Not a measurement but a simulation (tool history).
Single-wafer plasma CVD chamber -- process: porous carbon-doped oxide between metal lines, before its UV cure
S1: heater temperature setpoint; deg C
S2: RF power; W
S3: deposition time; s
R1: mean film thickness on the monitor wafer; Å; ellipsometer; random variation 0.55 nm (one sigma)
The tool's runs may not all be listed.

run    day   S1   S2    S3      R1
  1  0.000  285  550  26.1  1618.3
  2  0.162  285  615  26.1  1760.6
  3  0.312  285  615  26.1  1770.9
  4  0.542  277  615  26.1  1863.9
  5  0.617  277  655  26.1  1956.2
  6  0.904  284  625  26.0  1791.7
  7  1.121  289  605  26.0  1688.7
  8  1.212  293  590  26.0  1626.9
  9  1.283  296  575  26.0  1558.1
 10  1.542  299  565  26.0  1511.6
 11  1.592  299  565  26.0  1508.3
 12  1.654  301  555  26.0  1468.4
 13  1.762  303  550  26.0  1438.5

Run 14, settings as shown, results not yet in. Your forecast:
 14  2.008  304  545  26.0   ?

Run 14 yielded R1 1436.7 Å.
